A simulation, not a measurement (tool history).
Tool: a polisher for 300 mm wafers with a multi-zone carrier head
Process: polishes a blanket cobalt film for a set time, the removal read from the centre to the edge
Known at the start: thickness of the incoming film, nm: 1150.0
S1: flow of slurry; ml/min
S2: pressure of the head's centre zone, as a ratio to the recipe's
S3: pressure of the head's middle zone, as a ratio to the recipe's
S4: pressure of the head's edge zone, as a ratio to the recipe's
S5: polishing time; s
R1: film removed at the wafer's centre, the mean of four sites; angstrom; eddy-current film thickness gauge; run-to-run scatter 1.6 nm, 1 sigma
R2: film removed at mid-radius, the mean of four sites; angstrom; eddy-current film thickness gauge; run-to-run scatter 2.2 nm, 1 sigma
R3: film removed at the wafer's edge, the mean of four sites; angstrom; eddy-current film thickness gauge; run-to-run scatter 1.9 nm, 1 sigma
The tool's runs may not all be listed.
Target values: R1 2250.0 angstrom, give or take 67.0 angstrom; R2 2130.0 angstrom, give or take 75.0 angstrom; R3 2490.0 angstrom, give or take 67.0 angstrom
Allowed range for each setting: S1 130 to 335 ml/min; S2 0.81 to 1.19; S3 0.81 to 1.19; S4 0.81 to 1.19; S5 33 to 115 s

run 1 hour=0.0 | S1=215 S2=1.00 S3=1.00 S4=1.00 S5=73 | R1=2675.3 R2=2587.1 R3=2539.6
run 2 hour=8.8 | S1=200 S2=0.97 S3=0.96 S4=1.01 S5=73 | R1=2575.8 R2=2528.2 R3=2554.4
run 3 hour=13.1 | S1=200 S2=1.05 S3=0.96 S4=1.01 S5=73 | R1=2744.3 R2=2552.0 R3=2576.1
run 4 hour=19.1 | S1=195 S2=1.02 S3=0.92 S4=1.03 S5=72 | R1=2660.1 R2=2354.2 R3=2509.8
run 5 hour=22.7 | S1=185 S2=0.98 S3=0.91 S4=1.05 S5=72 | R1=2505.1 R2=2333.0 R3=2520.0
run 6 hour=27.9 | S1=185 S2=0.98 S3=0.91 S4=1.05 S5=91 | R1=3137.5 R2=2936.3 R3=3216.2
run 7 hour=31.2 | S1=180 S2=0.95 S3=0.89 S4=1.05 S5=86 | R1=2873.9 R2=2720.6 R3=2986.0
run 8 hour=32.7 | S1=175 S2=0.93 S3=0.87 S4=1.06 S5=83 | R1=2716.1 R2=2567.8 R3=2885.6
run 9 hour=41.3 | S1=145 S2=0.86 S3=0.81 S4=1.02 S5=72 | R1=2057.2 R2=2038.5 R3=2405.7
run 10 hour=49.8 | S1=160 S2=0.87 S3=0.81 S4=1.03 S5=72 | R1=2179.3 R2=2078.4 R3=2457.9
run 11 hour=53.6 | S1=165 S2=0.87 S3=0.81 S4=1.03 S5=72 | R1=2166.9 R2=2066.4 R3=2431.3
run 12 hour=59.6 | S1=170 S2=0.87 S3=0.81 S4=1.04 S5=72 | R1=2174.1 R2=2086.7 R3=2475.8

Which one of the following 5 next-run settings gets every result inside its allowed miss? There is exactly one.
run A hour=65.6 | S1=175 S2=0.89 S3=0.82 S4=1.01 S5=73 | R1=? R2=? R3=?
run B hour=65.6 | S1=220 S2=0.84 S3=0.81 S4=1.07 S5=69 | R1=? R2=? R3=?
run C hour=65.6 | S1=135 S2=0.82 S3=0.81 S4=0.99 S5=76 | R1=? R2=? R3=?
run D hour=65.6 | S1=135 S2=0.98 S3=0.91 S4=1.06 S5=70 | R1=? R2=? R3=?
run E hour=65.6 | S1=140 S2=0.96 S3=0.81 S4=0.96 S5=72 | R1=? R2=? R3=?

move=A R1=2277.0 R2=2145.1 R3=2512.7
move=B R1=2118.1 R2=2085.1 R3=2481.2
move=C R1=2044.1 R2=2087.9 R3=2497.1
move=D R1=2255.1 R2=2114.5 R3=2339.3
move=E R1=2294.3 R2=1995.0 R3=2362.2
A: meets every target
B: the biggest miss grows against the last run
C: the biggest miss grows against the last run
D: meets the target for the result that was furthest off, but another lies outside its allowed miss
E: meets the target for the result that was furthest off, but another lies outside its allowed miss
Answer: A
